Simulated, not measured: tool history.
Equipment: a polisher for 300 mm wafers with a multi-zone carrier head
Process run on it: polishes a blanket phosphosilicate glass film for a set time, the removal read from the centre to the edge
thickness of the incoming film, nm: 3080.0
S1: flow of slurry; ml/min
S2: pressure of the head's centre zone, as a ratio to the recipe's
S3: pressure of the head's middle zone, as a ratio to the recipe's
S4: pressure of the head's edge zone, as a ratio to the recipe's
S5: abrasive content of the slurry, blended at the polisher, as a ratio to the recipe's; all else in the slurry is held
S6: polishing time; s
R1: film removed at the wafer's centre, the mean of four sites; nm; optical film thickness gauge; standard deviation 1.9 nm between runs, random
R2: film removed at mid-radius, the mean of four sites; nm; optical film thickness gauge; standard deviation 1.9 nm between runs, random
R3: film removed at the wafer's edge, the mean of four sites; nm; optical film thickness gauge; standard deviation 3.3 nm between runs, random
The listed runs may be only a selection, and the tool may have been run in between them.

Run 1, hour 0.0: S1 310 ml/min, S2 1.00, S3 1.00, S4 1.00, S5 1.00, S6 45 s. Result: R1 442.65 nm, R2 455.65 nm, R3 466.05 nm.
Run 2, hour 3.7: S1 310 ml/min, S2 1.00, S3 1.00, S4 1.00, S5 1.00, S6 35 s. Result: R1 342.84 nm, R2 358.68 nm, R3 355.21 nm.
Run 3, hour 4.6: S1 310 ml/min, S2 1.00, S3 0.97, S4 1.00, S5 1.00, S6 35 s. Result: R1 344.41 nm, R2 342.83 nm, R3 342.27 nm.
Run 4, hour 13.2: S1 310 ml/min, S2 1.00, S3 0.97, S4 1.00, S5 0.80, S6 35 s. Result: R1 319.98 nm, R2 314.55 nm, R3 313.43 nm.
Run 5, hour 17.8: S1 310 ml/min, S2 0.96, S3 0.97, S4 1.00, S5 0.80, S6 35 s. Result: R1 304.72 nm, R2 314.61 nm, R3 318.78 nm.
Run 6, hour 21.2: S1 310 ml/min, S2 1.04, S3 0.97, S4 1.00, S5 0.80, S6 35 s. Result: R1 328.91 nm, R2 314.94 nm, R3 321.23 nm.
Run 7, hour 28.5: S1 310 ml/min, S2 1.04, S3 0.97, S4 1.00, S5 0.80, S6 35 s. Result: R1 332.92 nm, R2 310.86 nm, R3 316.87 nm.
Run 8, hour 36.8: S1 330 ml/min, S2 0.98, S3 1.00, S4 0.94, S5 0.70, S6 34 s. Result: R1 282.26 nm, R2 298.55 nm, R3 282.68 nm.
Run 9, hour 41.5: S1 340 ml/min, S2 0.96, S3 1.02, S4 0.90, S5 0.65, S6 34 s. Result: R1 267.09 nm, R2 292.31 nm, R3 274.33 nm.
Run 10, hour 46.0: S1 345 ml/min, S2 0.96, S3 1.06, S4 0.87, S5 0.60, S6 34 s. Result: R1 260.08 nm, R2 292.17 nm, R3 252.76 nm.
Run 11, hour 49.9: S1 340 ml/min, S2 0.93, S3 1.07, S4 0.86, S5 0.60, S6 34 s. Result: R1 250.41 nm, R2 297.91 nm, R3 253.81 nm.

Predict the results of run 12:
Run 12, hour 51.7: S1 335 ml/min, S2 0.92, S3 1.08, S4 0.85, S5 0.60, S6 34 s. Result: R1 ?, R2 ?, R3 ?.

{"run 12": {"R1": 249.85, "R2": 295.98, "R3": 262.1}}
